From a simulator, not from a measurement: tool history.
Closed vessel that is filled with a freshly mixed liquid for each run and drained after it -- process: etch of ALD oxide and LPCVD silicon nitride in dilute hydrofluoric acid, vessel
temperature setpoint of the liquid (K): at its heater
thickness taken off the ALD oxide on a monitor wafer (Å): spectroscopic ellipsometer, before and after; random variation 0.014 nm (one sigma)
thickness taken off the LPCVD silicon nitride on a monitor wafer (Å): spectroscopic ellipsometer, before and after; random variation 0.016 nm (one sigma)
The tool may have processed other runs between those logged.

run	hour	temperature setpoint of the liquid (K)	parts of water to one part of 49 % hydrofluoric acid (parts by volume)	time in the liquid (s)	thickness taken off the ALD oxide on a monitor wafer (Å)	thickness taken off the LPCVD silicon nitride on a monitor wafer (Å)
1	0	296.15	260	60	42.23	0.60933
2	1.9	295.15	270	60	38.602	1.2178
3	2.9	295.15	270	40	25.645	0.44005
4	10.4	295.15	345	40	18.629	0.41235
5	12.6	296.15	340	40	19.773	0.5911
6	17.7	296.15	340	50	24.639	0.41668
7	19.3	296.15	335	50	25.216	0.40185
8	27.6	296.15	330	50	25.742	0.72166

Forecast run 9:
9	30.5	296.65	330	50	?	?

For run 9 the tool returned thickness taken off the ALD oxide on a monitor wafer (Å) 26.046, thickness taken off the LPCVD silicon nitride on a monitor wafer (Å) 0.65007.

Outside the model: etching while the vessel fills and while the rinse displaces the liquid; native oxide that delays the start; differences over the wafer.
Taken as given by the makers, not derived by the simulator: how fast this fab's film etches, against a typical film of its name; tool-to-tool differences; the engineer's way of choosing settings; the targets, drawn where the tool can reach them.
